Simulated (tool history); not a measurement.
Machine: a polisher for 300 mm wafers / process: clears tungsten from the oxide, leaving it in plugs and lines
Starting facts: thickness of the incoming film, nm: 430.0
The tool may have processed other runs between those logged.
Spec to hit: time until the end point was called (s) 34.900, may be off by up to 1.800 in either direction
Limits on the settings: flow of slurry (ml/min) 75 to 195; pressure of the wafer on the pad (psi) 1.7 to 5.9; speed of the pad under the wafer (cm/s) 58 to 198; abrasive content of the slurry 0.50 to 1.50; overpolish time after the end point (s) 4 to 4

run  hour  flow of slurry (ml/min)  pressure of the wafer on the pad (psi)  speed of the pad under the wafer (cm/s)  abrasive content of the slurry  overpolish time after the end point (s)  time until the end point was called (s)
  1   0.0                      125                                     3.8                                      128                            1.00                                        4                                   56.639
  2   5.5                      100                                     3.8                                      128                            1.00                                        4                                   59.072
  3   9.1                      100                                     3.8                                      128                            1.00                                        4                                   61.548
  4  12.9                      100                                     3.8                                      128                            0.90                                        4                                   61.626
  5  17.0                      110                                     4.2                                      130                            0.90                                        4                                   55.689
  6  25.5                      110                                     4.2                                      114                            0.90                                        4                                   61.867
  7  30.7                      115                                     4.6                                      120                            0.90                                        4                                   53.406
  8  37.4                      120                                     4.9                                      122                            0.90                                        4                                   48.541
  9  44.5                      125                                     5.2                                      124                            0.90                                        4                                   45.459

Pick the move, out of 5, that brings all results within their allowed miss; only one does.
  A  51.6                      165                                     5.4                                      138                            0.80                                        4                                        ?
  B  51.6                      195                                     4.9                                       84                            0.85                                        4                                        ?
  C  51.6                      110                                     5.7                                      154                            0.80                                        4                                        ?
  D  51.6                      125                                     5.9                                      160                            0.95                                        4                                        ?
  E  51.6                      115                                     5.4                                      140                            0.90                                        4                                        ?

move  time until the end point was called (s)
   A                                   39.462
   B                                   66.819
   C                                   35.971
   D                                   31.133
   E                                   39.820
A: moves toward the targets from the last run without getting all of them in spec
B: its largest miss is bigger than the last run's
C: all results land within tolerance of their targets
D: pushes the last run's worst result past its target
E: moves toward the targets from the last run without getting all of them in spec
Correct choice: C, which meets every target

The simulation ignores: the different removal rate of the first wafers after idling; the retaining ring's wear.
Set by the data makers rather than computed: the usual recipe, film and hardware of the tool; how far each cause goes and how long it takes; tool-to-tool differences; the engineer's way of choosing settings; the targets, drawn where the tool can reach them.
